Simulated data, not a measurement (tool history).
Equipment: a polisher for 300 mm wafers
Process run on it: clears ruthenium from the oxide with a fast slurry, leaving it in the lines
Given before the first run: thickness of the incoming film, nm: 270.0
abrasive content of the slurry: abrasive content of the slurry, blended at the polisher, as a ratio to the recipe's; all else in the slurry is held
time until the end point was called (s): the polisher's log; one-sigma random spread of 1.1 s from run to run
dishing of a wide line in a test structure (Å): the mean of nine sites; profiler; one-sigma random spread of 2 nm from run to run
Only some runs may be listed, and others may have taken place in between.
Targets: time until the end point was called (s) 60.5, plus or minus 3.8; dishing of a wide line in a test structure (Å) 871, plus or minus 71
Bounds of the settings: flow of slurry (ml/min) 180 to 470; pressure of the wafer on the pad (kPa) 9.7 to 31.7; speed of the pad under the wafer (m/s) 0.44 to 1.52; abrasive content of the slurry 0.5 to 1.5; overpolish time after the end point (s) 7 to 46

| run | hour | flow of slurry (ml/min) | pressure of the wafer on the pad (kPa) | speed of the pad under the wafer (m/s) | abrasive content of the slurry | overpolish time after the end point (s) | time until the end point was called (s) | dishing of a wide line in a test structure (Å) |
|---|---|---|---|---|---|---|---|---|
| 1 | 0 | 300 | 20.7 | 0.98 | 1 | 24 | 73.51 | 576.82 |
| 2 | 0.9 | 300 | 20.7 | 0.98 | 1 | 29 | 74.317 | 684.22 |
| 3 | 9.1 | 300 | 20.7 | 0.98 | 0.85 | 29 | 81.811 | 623.41 |
| 4 | 16.4 | 300 | 24.8 | 0.98 | 0.85 | 29 | 72.083 | 682.03 |
| 5 | 17.6 | 300 | 21.4 | 0.98 | 0.85 | 29 | 78.368 | 610.77 |
| 6 | 19.4 | 300 | 22.8 | 1 | 0.85 | 30 | 77.47 | 695.77 |
| 7 | 20 | 300 | 24.1 | 1.02 | 0.85 | 30 | 69.772 | 718.93 |
| 8 | 23.5 | 300 | 24.1 | 1.02 | 0.85 | 30 | 70.614 | 716.52 |
| 9 | 26.3 | 300 | 24.8 | 1.02 | 0.85 | 31 | 71.785 | 721.75 |

Exactly one of the 4 candidate moves below puts every result within its allowed miss. Which one?
| A | 29.1 | 290 | 23.4 | 1.02 | 0.85 | 30 | ? | ? |
| B | 29.1 | 445 | 27.6 | 0.96 | 0.8 | 27 | ? | ? |
| C | 29.1 | 320 | 25.5 | 0.9 | 0.75 | 25 | ? | ? |
| D | 29.1 | 300 | 24.1 | 1.36 | 0.8 | 34 | ? | ? |

| move | time until the end point was called (s) | dishing of a wide line in a test structure (Å) |
|---|---|---|
| A | 73.367 | 675.08 |
| B | 68.389 | 657.94 |
| C | 83.799 | 530.62 |
| D | 59.867 | 845.58 |
A: its largest miss is bigger than the last run's
B: about the same distance from the targets as the last run
C: its largest miss is bigger than the last run's
D: hits every target within its allowed miss
D is the move that brings every result within its allowed miss.
